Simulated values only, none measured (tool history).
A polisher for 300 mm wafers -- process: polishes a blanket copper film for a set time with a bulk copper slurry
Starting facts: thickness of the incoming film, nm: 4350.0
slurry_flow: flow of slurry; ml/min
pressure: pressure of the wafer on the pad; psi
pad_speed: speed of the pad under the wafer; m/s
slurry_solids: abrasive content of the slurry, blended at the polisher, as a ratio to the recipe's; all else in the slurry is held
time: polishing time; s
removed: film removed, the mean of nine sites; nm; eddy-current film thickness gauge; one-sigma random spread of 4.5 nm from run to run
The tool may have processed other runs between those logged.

run,hour,slurry_flow,pressure,pad_speed,slurry_solids,time,removed
1,0,165,3.1,1.38,1,30,325.13
2,4.5,165,3.2,1.38,1,30,333.23
3,8,165,3.3,1.38,1,30,348.07
4,11.6,165,3.4,1.38,1,30,356.12
5,16.2,165,3.5,1.38,1,30,355.68
# hour 25.1: slurry blender recalibrated
6,25.1,165,3.6,1.38,1,30,377.41
7,28,165,3.7,1.38,1,30,393.01
8,33.7,165,3.8,1.38,1,30,410.18

Expected results for the next run?
9,40.7,180,4,1.38,1,30,?

{"run 9": {"removed": 428.77}}
